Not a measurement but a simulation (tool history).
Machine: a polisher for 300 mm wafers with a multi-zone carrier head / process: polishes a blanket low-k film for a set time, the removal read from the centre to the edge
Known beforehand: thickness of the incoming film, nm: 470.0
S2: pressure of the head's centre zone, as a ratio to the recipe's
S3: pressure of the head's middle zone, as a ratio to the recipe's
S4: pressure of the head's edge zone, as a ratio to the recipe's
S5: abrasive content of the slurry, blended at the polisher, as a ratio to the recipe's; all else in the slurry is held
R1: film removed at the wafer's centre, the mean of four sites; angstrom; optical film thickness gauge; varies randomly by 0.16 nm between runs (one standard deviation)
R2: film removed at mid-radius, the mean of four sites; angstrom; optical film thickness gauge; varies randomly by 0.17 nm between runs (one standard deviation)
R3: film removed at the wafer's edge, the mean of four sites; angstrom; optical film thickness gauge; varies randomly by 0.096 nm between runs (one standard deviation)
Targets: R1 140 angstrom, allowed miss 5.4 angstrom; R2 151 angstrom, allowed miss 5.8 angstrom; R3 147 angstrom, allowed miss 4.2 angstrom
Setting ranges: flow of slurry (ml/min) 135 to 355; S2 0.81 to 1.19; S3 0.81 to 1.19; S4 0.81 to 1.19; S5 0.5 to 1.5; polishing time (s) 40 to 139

run 1 day=0 | flow_of_slurry_(ml/min)=225 S2=1 S3=1 S4=1 S5=1 polishing_time_(s)=89 | R1=291.45 R2=294.2 R3=294.48
run 2 day=0.283 | flow_of_slurry_(ml/min)=220 S2=0.98 S3=0.99 S4=0.97 S5=0.85 polishing_time_(s)=80 | R1=232.63 R2=241.93 R3=240.22
run 3 day=0.379 | flow_of_slurry_(ml/min)=215 S2=0.97 S3=0.98 S4=0.94 S5=0.75 polishing_time_(s)=75 | R1=203.15 R2=211.85 R3=210.14
run 4 day=0.65 | flow_of_slurry_(ml/min)=210 S2=0.96 S3=0.97 S4=0.91 S5=0.7 polishing_time_(s)=72 | R1=183.43 R2=190.71 R3=189.11
run 5 day=0.729 | flow_of_slurry_(ml/min)=205 S2=0.95 S3=0.97 S4=0.89 S5=0.65 polishing_time_(s)=71 | R1=174.16 R2=180.47 R3=173.38
run 6 day=0.925 | flow_of_slurry_(ml/min)=205 S2=0.95 S3=0.97 S4=0.96 S5=0.65 polishing_time_(s)=71 | R1=171.62 R2=176.85 R3=182.91
run 7 day=0.967 | flow_of_slurry_(ml/min)=190 S2=0.93 S3=0.96 S4=0.92 S5=0.6 polishing_time_(s)=71 | R1=160.91 R2=166.71 R3=169.2
run 8 day=1.288 | flow_of_slurry_(ml/min)=180 S2=0.91 S3=0.96 S4=0.9 S5=0.6 polishing_time_(s)=71 | R1=154.8 R2=167.47 R3=165.76
run 9 day=1.367 | flow_of_slurry_(ml/min)=175 S2=0.9 S3=0.95 S4=0.88 S5=0.6 polishing_time_(s)=71 | R1=153.87 R2=163.67 R3=166.09
run 10 day=1.625 | flow_of_slurry_(ml/min)=175 S2=0.9 S3=0.95 S4=0.88 S5=0.6 polishing_time_(s)=71 | R1=148.67 R2=168.67 R3=164.71
run 11 day=1.933 | flow_of_slurry_(ml/min)=170 S2=0.91 S3=0.94 S4=0.87 S5=0.55 polishing_time_(s)=71 | R1=143.96 R2=158.27 R3=153.75
run 12 day=2.171 | flow_of_slurry_(ml/min)=165 S2=0.92 S3=0.93 S4=0.87 S5=0.55 polishing_time_(s)=71 | R1=146.05 R2=152.24 R3=154.29
run 13 day=2.308 | flow_of_slurry_(ml/min)=155 S2=0.9 S3=0.94 S4=0.81 S5=0.5 polishing_time_(s)=71 | R1=133.01 R2=142.43 R3=137.8
run 14 day=2.462 | flow_of_slurry_(ml/min)=155 S2=0.9 S3=0.94 S4=0.81 S5=0.5 polishing_time_(s)=71 | R1=132.2 R2=142.69 R3=139.4
run 15 day=2.754 | flow_of_slurry_(ml/min)=165 S2=0.9 S3=0.94 S4=0.82 S5=0.5 polishing_time_(s)=71 | R1=131.64 R2=144.64 R3=140.38

5 next moves are on the table. One of them brings every result within its allowed miss. Which?
run A day=3.046 | flow_of_slurry_(ml/min)=135 S2=0.99 S3=0.81 S4=0.94 S5=0.55 polishing_time_(s)=67 | R1=? R2=? R3=?
run B day=3.046 | flow_of_slurry_(ml/min)=155 S2=0.85 S3=0.81 S4=1 S5=0.55 polishing_time_(s)=70 | R1=? R2=? R3=?
run C day=3.046 | flow_of_slurry_(ml/min)=135 S2=0.81 S3=0.87 S4=0.91 S5=0.55 polishing_time_(s)=70 | R1=? R2=? R3=?
run D day=3.046 | flow_of_slurry_(ml/min)=145 S2=0.96 S3=1.02 S4=0.92 S5=0.65 polishing_time_(s)=61 | R1=? R2=? R3=?
run E day=3.046 | flow_of_slurry_(ml/min)=210 S2=0.92 S3=0.86 S4=0.87 S5=0.55 polishing_time_(s)=66 | R1=? R2=? R3=?

move=A R1=139.3 R2=127.98 R3=146.26
move=B R1=128.85 R2=137.65 R3=160.09
move=C R1=118.91 R2=139.97 R3=150.69
move=D R1=138.68 R2=152.06 R3=147.44
move=E R1=139.2 R2=141.64 R3=147.75
A: the worst result of the last run now meets its target, but another is out of spec
B: moves the result that the last run missed by most past its target, out the other side
C: the worst result of the last run now meets its target, but another is out of spec
D: hits every target within its allowed miss
E: the worst result of the last run now meets its target, but another is out of spec
Correct choice: D, which meets every target
